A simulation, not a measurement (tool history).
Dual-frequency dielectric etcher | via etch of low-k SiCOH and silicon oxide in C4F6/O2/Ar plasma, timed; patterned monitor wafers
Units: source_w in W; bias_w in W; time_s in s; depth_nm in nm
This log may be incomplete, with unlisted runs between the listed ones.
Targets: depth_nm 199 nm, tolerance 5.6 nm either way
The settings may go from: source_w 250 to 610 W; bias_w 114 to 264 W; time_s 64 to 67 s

run,hour,source_w,bias_w,time_s,depth_nm
1,0,430,189,64,165.69
2,4.6,450,193,64,171.4
3,11.7,470,195,64,175.96
4,19.2,480,197,64,177.94
5,22.9,480,228,64,191.75
6,25.9,410,228,64,178.8
# hour 32.3: source power generator calibrated
7,32.3,420,230,64,178.4
8,39.8,510,257,65,208.87

Pick the move, out of 4, that brings all results within their allowed miss; only one does.
A,47.3,530,264,65,?
B,47.3,520,264,65.5,?
C,47.3,510,264,65,?
D,47.3,430,252,67,?

move,depth_nm
A,213.98
B,213.84
C,210.41
D,196.66
A: moves away from the targets compared with the last run
B: moves away from the targets compared with the last run
C: moves away from the targets compared with the last run
D: all results in spec
So the answer is move D, the one that meets all the targets.
